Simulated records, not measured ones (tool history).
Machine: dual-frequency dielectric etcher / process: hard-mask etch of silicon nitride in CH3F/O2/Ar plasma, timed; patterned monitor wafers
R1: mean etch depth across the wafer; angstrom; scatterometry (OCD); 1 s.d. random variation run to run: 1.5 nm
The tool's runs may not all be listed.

Run 1, day 0.000: source power (W) 510, bias power (W) 99, etch time (s) 317.5. Result: R1 2645.8 angstrom.
Run 2, day 0.271: source power (W) 540, bias power (W) 99, etch time (s) 317.5. Result: R1 2688.6 angstrom.
Run 3, day 0.596: source power (W) 540, bias power (W) 110, etch time (s) 317.5. Result: R1 2879.7 angstrom.
Run 4, day 0.888: source power (W) 510, bias power (W) 107, etch time (s) 317.5. Result: R1 2778.6 angstrom.
Run 5, day 0.921: source power (W) 490, bias power (W) 103, etch time (s) 317.5. Result: R1 2655.3 angstrom.
Run 6, day 1.117: source power (W) 470, bias power (W) 101, etch time (s) 317.5. Result: R1 2616.8 angstrom.
Run 7, day 1.154: source power (W) 470, bias power (W) 101, etch time (s) 317.5. Result: R1 2626.6 angstrom.
Run 8, day 1.204: source power (W) 450, bias power (W) 98, etch time (s) 317.5. Result: R1 2538.0 angstrom.
Run 9, day 1.579: source power (W) 430, bias power (W) 96, etch time (s) 317.5. Result: R1 2438.5 angstrom.
Run 10, day 1.808: source power (W) 420, bias power (W) 95, etch time (s) 317.5. Result: R1 2409.8 angstrom.
Run 11, day 2.042: source power (W) 410, bias power (W) 94, etch time (s) 317.5. Result: R1 2397.4 angstrom.

Forecast run 12:
Run 12, day 2.212: source power (W) 400, bias power (W) 93, etch time (s) 317.5. Result: R1 ?.

R1: 2382.8 angstrom
